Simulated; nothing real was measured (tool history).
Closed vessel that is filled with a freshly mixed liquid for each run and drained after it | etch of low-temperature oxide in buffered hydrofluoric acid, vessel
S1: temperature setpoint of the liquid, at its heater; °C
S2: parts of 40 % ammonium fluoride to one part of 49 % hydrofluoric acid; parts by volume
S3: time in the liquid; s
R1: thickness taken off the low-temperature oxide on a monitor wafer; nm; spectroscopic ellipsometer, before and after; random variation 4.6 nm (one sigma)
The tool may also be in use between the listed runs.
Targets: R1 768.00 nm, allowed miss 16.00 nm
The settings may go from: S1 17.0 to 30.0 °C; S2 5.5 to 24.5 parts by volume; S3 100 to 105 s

run	hour	S1	S2	S3	R1
1	0.0	22.0	15.0	100	280.71
2	4.2	24.0	15.0	100	313.80
3	5.3	24.0	15.0	100	313.59
4	12.6	22.0	15.0	100	282.57
# hour 14.5: hydrofluoric acid flow meter replaced
5	14.5	18.5	15.0	100	261.89
6	20.5	20.0	13.5	100	314.28
7	27.3	21.5	12.5	100	372.50
8	32.8	22.5	12.0	100	412.26
9	36.8	26.5	9.0	100	644.96

4 next moves are on the table. One of them brings every result within its allowed miss. Which?
A	40.8	25.5	9.0	100	?
B	40.8	29.5	9.0	100	?
C	40.8	26.0	7.5	105	?
D	40.8	26.5	8.0	100	?

move	R1
A	610.36
B	755.30
C	802.11
D	731.82
A: further off than the last run
B: meets every target
C: takes the result that was furthest off past its target
D: nearer than the last run, and not there yet
Move B is the one to make.
